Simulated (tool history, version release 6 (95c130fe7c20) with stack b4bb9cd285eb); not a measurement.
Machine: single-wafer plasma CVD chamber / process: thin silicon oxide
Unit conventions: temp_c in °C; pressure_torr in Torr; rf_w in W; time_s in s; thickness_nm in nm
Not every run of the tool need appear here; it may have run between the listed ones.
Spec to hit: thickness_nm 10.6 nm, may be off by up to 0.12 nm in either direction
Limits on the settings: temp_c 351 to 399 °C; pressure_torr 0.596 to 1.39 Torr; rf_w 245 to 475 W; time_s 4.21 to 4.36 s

run  hour  temp_c  pressure_torr  rf_w  time_s  thickness_nm
  1     0     375          0.993   360    4.21        8.8188
  2     6     375          1.069   360    4.21        9.1954
  3    15     384          1.069   360    4.21        9.2125
  4  15.7     393          1.069   360    4.21        9.1498
  5  22.6     397          1.069   360    4.21        9.1417
  6  31.2     397          1.069   360    4.21         9.131
  7  36.8     397          1.133   360    4.21         9.506
  8  42.3     397          1.185   360    4.21        9.7627
  9  43.9     397          1.228   360    4.21        9.9216
 10  45.5     397          1.267   360    4.21        10.042
 11  50.1     397          1.371   360    4.21         10.35
 12  55.7     397          1.377   365    4.21         10.42

Exactly one of the 5 candidate moves below puts every result within its allowed miss. Which one?
  A  61.3     399          1.371   410    4.24             ?
  B  61.3     393          1.387   365    4.34             ?
  C  61.3     399           1.39   365    4.36             ?
  D  61.3     399          1.298   375    4.36             ?
  E  61.3     390           1.39   380    4.28             ?

move  thickness_nm
   A        10.888
   B        10.811
   C        10.831
   D         10.64
   E        10.832
A: takes the biggest miss from the last run beyond its target
B: takes the biggest miss from the last run beyond its target
C: takes the biggest miss from the last run beyond its target
D: in spec on every target
E: takes the biggest miss from the last run beyond its target
Move D is the one to make.

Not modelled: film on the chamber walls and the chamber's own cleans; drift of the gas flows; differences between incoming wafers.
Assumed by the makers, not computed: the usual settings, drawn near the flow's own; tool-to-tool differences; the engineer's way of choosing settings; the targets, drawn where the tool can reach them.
